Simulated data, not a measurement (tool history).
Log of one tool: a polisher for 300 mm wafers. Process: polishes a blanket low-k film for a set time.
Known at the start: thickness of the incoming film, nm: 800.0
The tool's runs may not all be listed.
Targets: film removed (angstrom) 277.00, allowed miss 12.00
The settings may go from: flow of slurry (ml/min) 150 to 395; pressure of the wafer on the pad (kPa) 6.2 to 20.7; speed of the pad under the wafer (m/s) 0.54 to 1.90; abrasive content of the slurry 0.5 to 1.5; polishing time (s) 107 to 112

run,hour,flow of slurry (ml/min),pressure of the wafer on the pad (kPa),speed of the pad under the wafer (m/s),abrasive content of the slurry,polishing time (s),film removed (angstrom)
1,0.0,250,13.1,1.22,1.0,107,479.20
2,1.2,195,13.1,1.22,1.0,107,465.47
3,2.0,225,13.1,1.22,1.0,107,475.73
4,6.9,225,13.1,1.48,1.0,107,560.64
5,14.8,225,13.1,1.48,1.0,107,557.24
6,18.2,225,11.0,1.48,1.0,107,483.04
7,23.9,225,9.7,1.38,1.0,107,394.89
8,24.8,225,6.2,1.28,1.0,107,244.53

Which of these 4 next moves meets every target?
A,25.7,355,7.6,1.22,0.8,112,?
B,25.7,260,6.2,1.06,1.2,108,?
C,25.7,200,6.2,1.38,0.8,112,?
D,25.7,265,7.6,1.02,0.9,111,?

move,film removed (angstrom)
A,283.16
B,228.89
C,247.25
D,248.89
A: meets every target
B: further off than the last run
C: nearer than the last run, and not there yet
D: nearer than the last run, and not there yet
The right move is A.
